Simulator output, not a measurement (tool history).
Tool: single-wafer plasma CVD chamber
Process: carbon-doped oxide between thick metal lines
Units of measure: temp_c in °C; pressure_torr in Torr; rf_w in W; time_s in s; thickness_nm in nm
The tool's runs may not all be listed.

run 1 hour=0 | temp_c=355 pressure_torr=4.63 rf_w=460 time_s=113.3 | thickness_nm=578.4
run 2 hour=6.8 | temp_c=345 pressure_torr=4.63 rf_w=460 time_s=113.3 | thickness_nm=593.1
run 3 hour=12.5 | temp_c=345 pressure_torr=4.63 rf_w=460 time_s=113.3 | thickness_nm=597.02
run 4 hour=19.9 | temp_c=345 pressure_torr=4.63 rf_w=460 time_s=113.3 | thickness_nm=592.53
run 5 hour=24.2 | temp_c=345 pressure_torr=4.63 rf_w=395 time_s=113.3 | thickness_nm=500.81
run 6 hour=25.6 | temp_c=345 pressure_torr=4.63 rf_w=435 time_s=113.3 | thickness_nm=562.39

Expected results for the next run?
run 7 hour=28.3 | temp_c=346 pressure_torr=4.58 rf_w=435 time_s=113.3 | thickness_nm=?

{"run 7": {"thickness_nm": 557.2}}
